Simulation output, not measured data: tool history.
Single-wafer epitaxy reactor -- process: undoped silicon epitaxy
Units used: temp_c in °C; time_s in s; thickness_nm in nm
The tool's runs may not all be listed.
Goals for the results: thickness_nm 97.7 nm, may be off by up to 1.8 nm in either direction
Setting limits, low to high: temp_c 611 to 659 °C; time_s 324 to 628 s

{"run": 1, "hour": 0.0, "temp_c": 635, "time_s": 476, "thickness_nm": 61.594}
{"run": 2, "hour": 4.8, "temp_c": 643, "time_s": 476, "thickness_nm": 72.847}
{"run": 3, "hour": 8.5, "temp_c": 643, "time_s": 500, "thickness_nm": 76.619}
{"run": 4, "hour": 14.8, "temp_c": 646, "time_s": 501, "thickness_nm": 81.706}
{"run": 5, "hour": 23.6, "temp_c": 646, "time_s": 564, "thickness_nm": 91.851}
{"run": 6, "hour": 25.4, "temp_c": 646, "time_s": 516, "thickness_nm": 84.12}
{"run": 7, "hour": 28.6, "temp_c": 648, "time_s": 516, "thickness_nm": 87.633}
{"run": 8, "hour": 31.2, "temp_c": 649, "time_s": 516, "thickness_nm": 89.388}
{"run": 9, "hour": 37.2, "temp_c": 650, "time_s": 516, "thickness_nm": 91.451}
{"run": 10, "hour": 41.8, "temp_c": 651, "time_s": 516, "thickness_nm": 92.931}

Which of these 5 next moves meets every target?
{"run": "A", "hour": 46.4, "temp_c": 654, "time_s": 529, "thickness_nm": "?"}
{"run": "B", "hour": 46.4, "temp_c": 648, "time_s": 548, "thickness_nm": "?"}
{"run": "C", "hour": 46.4, "temp_c": 659, "time_s": 484, "thickness_nm": "?"}
{"run": "D", "hour": 46.4, "temp_c": 650, "time_s": 549, "thickness_nm": "?"}
{"run": "E", "hour": 46.4, "temp_c": 652, "time_s": 484, "thickness_nm": "?"}

move=A thickness_nm=101.89
move=B thickness_nm=93.265
move=C thickness_nm=103.24
move=D thickness_nm=97.388
move=E thickness_nm=89.474
A: pushes the last run's worst result past its target
B: nearer than the last run, and not there yet
C: pushes the last run's worst result past its target
D: all results in spec
E: the biggest miss grows against the last run
D is the move that brings every result within its allowed miss.
